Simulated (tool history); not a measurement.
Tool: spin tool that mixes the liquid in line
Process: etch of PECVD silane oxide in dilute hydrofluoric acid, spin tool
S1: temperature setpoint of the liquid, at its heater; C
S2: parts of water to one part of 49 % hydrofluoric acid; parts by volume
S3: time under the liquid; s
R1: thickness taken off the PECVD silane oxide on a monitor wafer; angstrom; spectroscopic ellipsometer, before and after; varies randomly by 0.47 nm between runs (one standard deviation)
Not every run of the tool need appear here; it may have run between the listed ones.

run 1 hour=0.0 | S1=23.0 S2=255 S3=275 | R1=386.99
run 2 hour=8.1 | S1=23.0 S2=220 S3=275 | R1=458.99
run 3 hour=12.9 | S1=24.0 S2=205 S3=275 | R1=527.43
run 4 hour=20.9 | S1=25.0 S2=200 S3=275 | R1=560.68
run 5 hour=27.3 | S1=25.0 S2=280 S3=275 | R1=365.03
run 6 hour=35.0 | S1=26.0 S2=260 S3=275 | R1=418.56
run 7 hour=42.7 | S1=26.0 S2=260 S3=275 | R1=419.42
run 8 hour=45.7 | S1=26.5 S2=240 S3=275 | R1=474.62
run 9 hour=48.9 | S1=26.5 S2=240 S3=275 | R1=471.39
run 10 hour=55.0 | S1=27.0 S2=225 S3=275 | R1=519.29
run 11 hour=59.4 | S1=31.0 S2=120 S3=275 | R1=1285.50
run 12 hour=67.1 | S1=30.0 S2=120 S3=275 | R1=1238.90
run 13 hour=71.6 | S1=26.0 S2=125 S3=275 | R1=1021.40

Expected results for the next run?
run 14 hour=78.4 | S1=25.5 S2=125 S3=275 | R1=?

For run 14 the tool returned R1 1003.50 angstrom.
